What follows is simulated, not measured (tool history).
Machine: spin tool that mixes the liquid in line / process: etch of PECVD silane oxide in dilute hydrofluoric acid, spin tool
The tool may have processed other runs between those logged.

run  hour  temperature setpoint of the liquid (K)  parts of water to one part of 49 % hydrofluoric acid (parts by volume)  time under the liquid (s)  thickness taken off the PECVD silane oxide on a monitor wafer (angstrom)
  1     0                                  297.15                                                                     170                         45                                                                    69.284
  2   4.8                                  297.15                                                                     150                         45                                                                    81.061
  3   9.1                                  297.15                                                                     180                         45                                                                    64.873
  4  11.9                                  296.15                                                                     185                         45                                                                    60.253
  5  12.4                                  295.65                                                                     190                         45                                                                     57.59
  6  21.3                                  298.65                                                                     190                         45                                                                    64.955
  7  28.7                                  297.65                                                                     195                         45                                                                    59.427
  8    30                                  296.65                                                                     200                         45                                                                    56.071
  9  32.4                                  295.65                                                                     205                         45                                                                    52.191
 10    38                                  295.15                                                                     205                         45                                                                     50.85
 11  43.9                                  294.65                                                                     205                         45                                                                    50.602
 12  51.3                                  294.15                                                                     205                         45                                                                    50.038

Expected results for the next run?
 13  55.9                                  293.65                                                                     210                         45                                                                         ?

{"run 13": {"thickness taken off the PECVD silane oxide on a monitor wafer (angstrom)": 47.171}}
